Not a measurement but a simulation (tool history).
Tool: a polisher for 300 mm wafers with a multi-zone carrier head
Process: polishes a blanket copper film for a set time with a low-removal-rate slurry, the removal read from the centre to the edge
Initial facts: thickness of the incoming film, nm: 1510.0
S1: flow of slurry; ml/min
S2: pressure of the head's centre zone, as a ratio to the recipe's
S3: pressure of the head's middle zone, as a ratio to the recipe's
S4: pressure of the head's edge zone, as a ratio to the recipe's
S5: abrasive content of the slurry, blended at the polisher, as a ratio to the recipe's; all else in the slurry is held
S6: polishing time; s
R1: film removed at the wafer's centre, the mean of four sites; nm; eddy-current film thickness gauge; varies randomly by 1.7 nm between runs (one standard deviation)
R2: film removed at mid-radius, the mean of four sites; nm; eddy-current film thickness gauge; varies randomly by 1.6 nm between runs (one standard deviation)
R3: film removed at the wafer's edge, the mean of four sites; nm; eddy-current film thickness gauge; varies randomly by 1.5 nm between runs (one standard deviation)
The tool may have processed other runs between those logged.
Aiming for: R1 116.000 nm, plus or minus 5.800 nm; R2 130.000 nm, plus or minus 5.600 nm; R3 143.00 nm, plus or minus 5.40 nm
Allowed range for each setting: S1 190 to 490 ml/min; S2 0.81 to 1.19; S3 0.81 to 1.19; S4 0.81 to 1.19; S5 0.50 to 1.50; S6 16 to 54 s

Run 1, day 0.000: S1 315 ml/min, S2 1.00, S3 1.00, S4 1.00, S5 1.00, S6 35 s. Result: R1 108.550 nm, R2 110.470 nm, R3 113.60 nm.
Run 2, day 0.121: S1 315 ml/min, S2 0.98, S3 1.00, S4 1.04, S5 1.15, S6 36 s. Result: R1 114.970 nm, R2 117.260 nm, R3 123.00 nm.
Run 3, day 0.421: S1 315 ml/min, S2 0.95, S3 1.00, S4 1.07, S5 1.20, S6 36 s. Result: R1 110.640 nm, R2 117.290 nm, R3 122.44 nm.
Run 4, day 0.508: S1 315 ml/min, S2 0.95, S3 1.08, S4 1.07, S5 1.20, S6 36 s. Result: R1 113.260 nm, R2 124.160 nm, R3 122.02 nm.
Run 5, day 0.667: S1 315 ml/min, S2 0.95, S3 1.08, S4 1.07, S5 1.20, S6 29 s. Result: R1 88.421 nm, R2 98.945 nm, R3 100.99 nm.
Run 6, day 0.921: S1 315 ml/min, S2 0.93, S3 1.05, S4 1.10, S5 1.25, S6 32 s. Result: R1 96.901 nm, R2 109.180 nm, R3 110.42 nm.
Run 7, day 1.058: S1 310 ml/min, S2 0.91, S3 1.00, S4 1.13, S5 1.30, S6 34 s. Result: R1 101.040 nm, R2 110.950 nm, R3 119.65 nm.
Run 8, day 1.238: S1 310 ml/min, S2 0.90, S3 0.99, S4 1.14, S5 1.35, S6 35 s. Result: R1 104.660 nm, R2 116.440 nm, R3 126.01 nm.
Run 9, day 1.488: S1 310 ml/min, S2 0.90, S3 0.99, S4 1.15, S5 1.40, S6 36 s. Result: R1 109.970 nm, R2 120.120 nm, R3 130.99 nm.
Run 10, day 1.708: S1 310 ml/min, S2 0.89, S3 0.99, S4 1.16, S5 1.45, S6 37 s. Result: R1 109.450 nm, R2 124.400 nm, R3 136.35 nm.
Run 11, day 1.733: S1 310 ml/min, S2 0.90, S3 0.99, S4 1.17, S5 1.45, S6 37 s. Result: R1 111.790 nm, R2 123.790 nm, R3 139.89 nm.
Run 12, day 1.854: S1 315 ml/min, S2 0.91, S3 1.00, S4 1.17, S5 1.45, S6 37 s. Result: R1 113.570 nm, R2 123.220 nm, R3 137.07 nm.
Run 13, day 2.208: S1 315 ml/min, S2 0.90, S3 1.00, S4 1.17, S5 1.45, S6 37 s. Result: R1 111.480 nm, R2 124.300 nm, R3 138.47 nm.
Run 14, day 2.479: S1 315 ml/min, S2 0.90, S3 1.01, S4 1.17, S5 1.45, S6 37 s. Result: R1 113.150 nm, R2 127.710 nm, R3 138.03 nm.
At day 2.838: worn pad replaced by a new one.
Run 15, day 2.838: S1 315 ml/min, S2 0.90, S3 1.01, S4 1.18, S5 1.45, S6 37 s. Result: R1 120.180 nm, R2 134.250 nm, R3 147.99 nm.
Run 16, day 2.896: S1 305 ml/min, S2 0.90, S3 1.01, S4 1.18, S5 1.45, S6 37 s. Result: R1 117.170 nm, R2 136.660 nm, R3 147.43 nm.

Below are 5 possible settings for the next run. Only one of them brings all results inside the allowed miss of their targets. Which is it?
Run A, day 2.954: S1 245 ml/min, S2 0.87, S3 1.13, S4 1.13, S5 1.25, S6 38 s. Result: R1 ?, R2 ?, R3 ?.
Run B, day 2.954: S1 315 ml/min, S2 0.96, S3 0.97, S4 1.14, S5 1.45, S6 37 s. Result: R1 ?, R2 ?, R3 ?.
Run C, day 2.954: S1 325 ml/min, S2 0.90, S3 1.07, S4 1.11, S5 1.40, S6 37 s. Result: R1 ?, R2 ?, R3 ?.
Run D, day 2.954: S1 190 ml/min, S2 0.92, S3 1.03, S4 1.19, S5 1.50, S6 36 s. Result: R1 ?, R2 ?, R3 ?.
Run E, day 2.954: S1 305 ml/min, S2 0.87, S3 1.03, S4 1.17, S5 1.45, S6 38 s. Result: R1 ?, R2 ?, R3 ?.

move       R1       R2      R3
   A  116.560  142.280  143.15
   B  131.770  128.580  146.86
   C  123.160  138.670  143.93
   D  117.640  126.320  141.99
   E  122.490  138.350  152.46
A: the biggest miss grows against the last run
B: the furthest-off result lands on target, but another misses its tolerance
C: the biggest miss grows against the last run
D: all results land within tolerance of their targets
E: the biggest miss grows against the last run
D meets every target.
